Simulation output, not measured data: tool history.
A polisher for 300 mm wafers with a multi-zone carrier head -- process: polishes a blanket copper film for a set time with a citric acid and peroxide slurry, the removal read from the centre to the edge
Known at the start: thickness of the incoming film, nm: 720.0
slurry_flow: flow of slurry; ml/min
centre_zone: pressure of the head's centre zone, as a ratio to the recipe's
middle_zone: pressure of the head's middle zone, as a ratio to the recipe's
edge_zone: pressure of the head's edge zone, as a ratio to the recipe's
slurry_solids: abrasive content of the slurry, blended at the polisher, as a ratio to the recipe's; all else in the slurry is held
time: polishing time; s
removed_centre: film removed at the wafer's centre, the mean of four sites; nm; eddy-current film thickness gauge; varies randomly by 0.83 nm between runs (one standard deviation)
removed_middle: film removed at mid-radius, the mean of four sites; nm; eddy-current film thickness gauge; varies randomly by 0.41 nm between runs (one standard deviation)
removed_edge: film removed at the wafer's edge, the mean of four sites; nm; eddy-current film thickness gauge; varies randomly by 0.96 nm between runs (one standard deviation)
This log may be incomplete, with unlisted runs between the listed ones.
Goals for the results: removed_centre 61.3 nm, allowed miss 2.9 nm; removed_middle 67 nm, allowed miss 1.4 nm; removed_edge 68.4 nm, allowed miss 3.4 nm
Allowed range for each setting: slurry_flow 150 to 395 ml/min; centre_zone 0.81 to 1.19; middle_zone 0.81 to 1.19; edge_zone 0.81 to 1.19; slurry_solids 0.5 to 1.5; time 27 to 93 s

run  hour  slurry_flow  centre_zone  middle_zone  edge_zone  slurry_solids  time  removed_centre  removed_middle  removed_edge
  1     0          250            1            1          1              1    59          97.268          99.068        95.792
  2   5.6          250            1         1.08          1              1    59          96.876          104.16        94.994
  3  13.3          245         0.98         1.05       0.99           0.95    57          90.171          97.663        90.197
  4    20          240         0.96         1.02       0.98            0.9    56           85.55          91.113        87.318
  5  24.6          235         0.94         1.01       0.96           0.85    55          79.599          86.982        81.989
  6  33.1          235         0.94         1.01       0.96           0.85    69          101.08          109.29        102.23
  7  33.7          235         0.94         1.01       0.96           0.85    69          99.934          109.35        105.04
  8    41          230         0.92         0.99       0.94            0.8    67          92.738          101.32        97.711
  9  41.8          225         0.91         0.97       0.92           0.75    65          86.644          96.193         92.41
 10  43.1          220          0.9         0.95       0.91            0.7    63          81.192          87.767        88.063
 11  48.9          220         0.89         0.94        0.9           0.65    62          77.623          84.631        82.527
 12  50.3          220         0.88         0.93       0.89           0.65    61          76.358          82.258        81.218
 13  54.6          215         0.87         0.92       0.88           0.65    60          75.242          79.533        78.501
 14    59          210         0.86         0.92       0.88           0.65    59          70.746          77.821         78.15
 15  61.7          220         0.83         0.87       0.81            0.5    53          56.635          61.479        61.235
 16  66.3          220         0.83         0.88       0.83            0.5    53          55.434          62.412        62.479
 17  72.3          220         0.84         0.89       0.84            0.5    53          56.586          62.773        60.194
 18    81          220         0.84         0.89       0.85           0.55    53          59.748          64.807        65.834

Below are 5 possible settings for the next run. Only one of them brings all results inside the allowed miss of their targets. Which is it?
  A  89.7          190         0.84         0.89       0.87            0.7    52               ?               ?             ?
  B  89.7          155         0.93         0.89       0.83           0.55    55               ?               ?             ?
  C  89.7          245         0.95         0.87       0.81            0.6    49               ?               ?             ?
  D  89.7          225         0.87         1.02       0.81            0.5    52               ?               ?             ?
  E  89.7          195         0.86         0.97       0.81            0.5    55               ?               ?             ?

move  removed_centre  removed_middle  removed_edge
   A          61.376          67.476        69.847
   B          63.276          63.069        64.684
   C          64.943          61.597        62.364
   D          58.307          69.074        61.258
   E          59.421          68.467         63.76
A: all results land within tolerance of their targets
B: lands further from the targets than the last run did
C: lands further from the targets than the last run did
D: takes the result that was furthest off past its target
E: takes the result that was furthest off past its target
The move that meets every target is A.
